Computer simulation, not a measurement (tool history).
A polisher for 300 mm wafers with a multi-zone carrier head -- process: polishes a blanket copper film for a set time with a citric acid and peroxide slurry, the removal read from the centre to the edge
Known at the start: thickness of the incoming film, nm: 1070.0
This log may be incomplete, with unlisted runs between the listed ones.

run,hour,flow of slurry (ml/min),pressure of the head's centre zone,pressure of the head's middle zone,pressure of the head's edge zone,abrasive content of the slurry,polishing time (s),film removed at the wafer's centre (nm),film removed at mid-radius (nm),film removed at the wafer's edge (nm)
1,0,135,1,1,1,1,37,109.31,105.32,102.31
2,7.8,150,1,1,1,1,37,111.06,108.07,105.74
3,8.6,150,1,1,1.07,1,37,110.23,108.46,109.98
4,15.1,160,1.02,0.99,1.1,1.05,37,114.23,109.08,114.47
5,16.6,165,1.03,0.99,1.12,1.1,37,116.72,111.32,118.5
6,21.5,170,1.05,0.99,1.14,1.15,37,124.34,112.59,121.17

Run 7 has not been measured yet. What should we expect?
7,25.1,175,1.05,0.99,1.16,1.2,37,?,?,?

Run 7 yielded film removed at the wafer's centre (nm) 125.78, film removed at mid-radius (nm) 114.28, film removed at the wafer's edge (nm) 124.74.

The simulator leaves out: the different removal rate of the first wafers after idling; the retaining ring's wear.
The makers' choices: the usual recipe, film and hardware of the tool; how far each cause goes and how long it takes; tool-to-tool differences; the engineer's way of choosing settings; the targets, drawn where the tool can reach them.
